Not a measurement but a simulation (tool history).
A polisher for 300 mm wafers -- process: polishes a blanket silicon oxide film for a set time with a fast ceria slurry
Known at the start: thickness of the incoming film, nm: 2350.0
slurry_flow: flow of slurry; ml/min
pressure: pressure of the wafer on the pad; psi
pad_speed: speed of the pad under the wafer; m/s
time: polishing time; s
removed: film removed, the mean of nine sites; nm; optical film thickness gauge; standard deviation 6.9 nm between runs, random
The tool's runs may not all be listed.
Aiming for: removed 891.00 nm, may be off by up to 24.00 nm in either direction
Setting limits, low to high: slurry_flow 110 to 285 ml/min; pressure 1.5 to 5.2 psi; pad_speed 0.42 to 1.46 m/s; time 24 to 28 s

run 1 hour=0.0 | slurry_flow=180 pressure=3.3 pad_speed=0.94 time=28 | removed=503.24
run 2 hour=9.0 | slurry_flow=205 pressure=3.3 pad_speed=0.94 time=28 | removed=512.70
run 3 hour=9.7 | slurry_flow=210 pressure=3.7 pad_speed=0.94 time=28 | removed=550.63
run 4 hour=14.8 | slurry_flow=210 pressure=4.3 pad_speed=0.94 time=28 | removed=618.33
run 5 hour=20.3 | slurry_flow=180 pressure=4.3 pad_speed=0.94 time=28 | removed=606.63
-- hour=21.5 worn pad replaced by a new one
run 6 hour=21.5 | slurry_flow=185 pressure=4.5 pad_speed=0.98 time=28 | removed=714.62
run 7 hour=23.5 | slurry_flow=185 pressure=4.7 pad_speed=0.98 time=28 | removed=739.43
run 8 hour=24.0 | slurry_flow=185 pressure=4.8 pad_speed=1.00 time=28 | removed=749.33
run 9 hour=29.7 | slurry_flow=185 pressure=4.9 pad_speed=1.02 time=28 | removed=774.78
run 10 hour=32.8 | slurry_flow=185 pressure=5.0 pad_speed=1.04 time=28 | removed=814.40
run 11 hour=40.5 | slurry_flow=185 pressure=5.0 pad_speed=1.06 time=28 | removed=822.60
run 12 hour=43.2 | slurry_flow=185 pressure=5.1 pad_speed=1.08 time=28 | removed=837.50

5 candidate next runs follow, results not yet known. Just one meets every target within its allowed miss. Identify it.
run A hour=45.9 | slurry_flow=190 pressure=5.2 pad_speed=1.08 time=27 | removed=?
run B hour=45.9 | slurry_flow=130 pressure=5.2 pad_speed=1.32 time=28 | removed=?
run C hour=45.9 | slurry_flow=185 pressure=4.7 pad_speed=1.22 time=28 | removed=?
run D hour=45.9 | slurry_flow=210 pressure=5.1 pad_speed=1.00 time=27 | removed=?
run E hour=45.9 | slurry_flow=185 pressure=4.9 pad_speed=1.22 time=25 | removed=?

move=A removed=841.44
move=B removed=965.48
move=C removed=892.64
move=D removed=787.94
move=E removed=822.72
A: closes in on the targets versus the last run, not all within tolerance yet
B: carries the result that was furthest off beyond its target, to the other side
C: in spec on every target
D: moves away from the targets compared with the last run
E: moves away from the targets compared with the last run
C meets every target.

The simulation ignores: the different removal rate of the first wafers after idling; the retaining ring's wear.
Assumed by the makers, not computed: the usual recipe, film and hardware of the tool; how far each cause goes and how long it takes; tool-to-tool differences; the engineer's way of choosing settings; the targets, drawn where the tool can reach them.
